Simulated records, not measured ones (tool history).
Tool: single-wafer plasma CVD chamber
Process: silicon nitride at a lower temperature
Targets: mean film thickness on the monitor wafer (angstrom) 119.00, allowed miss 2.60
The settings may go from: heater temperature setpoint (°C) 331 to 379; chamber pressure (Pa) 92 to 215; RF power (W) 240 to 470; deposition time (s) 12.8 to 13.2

run,hour,heater temperature setpoint (°C),chamber pressure (Pa),RF power (W),deposition time (s),mean film thickness on the monitor wafer (angstrom)
1,0.0,355,153,355,12.8,153.93
2,5.9,355,143,340,12.8,148.50
3,6.6,355,135,320,12.8,139.93
4,11.9,364,135,320,12.8,139.89
5,12.9,373,135,320,12.8,140.21
6,18.9,373,135,360,12.8,150.70
7,26.4,373,135,360,12.8,151.18
8,33.6,374,104,305,12.8,128.79
9,35.3,374,101,300,12.8,126.29
10,43.6,374,100,295,12.8,124.05
11,47.6,374,99,290,12.8,122.59
12,52.0,374,97,290,12.8,122.77
13,55.3,374,96,290,12.8,121.51
14,56.5,374,95,290,12.8,121.05

5 next moves are on the table. One of them brings every result within its allowed miss. Which?
A,57.7,377,92,285,12.8,?
B,57.7,370,92,305,13.0,?
C,57.7,375,112,295,12.8,?
D,57.7,376,100,300,12.8,?
E,57.7,376,92,270,12.8,?

move,mean film thickness on the monitor wafer (angstrom)
A,119.04
B,127.87
C,126.47
D,125.69
E,114.01
A: meets every target
B: further off than the last run
C: further off than the last run
D: further off than the last run
E: takes the result that was furthest off past its target
Move A is the one to make.
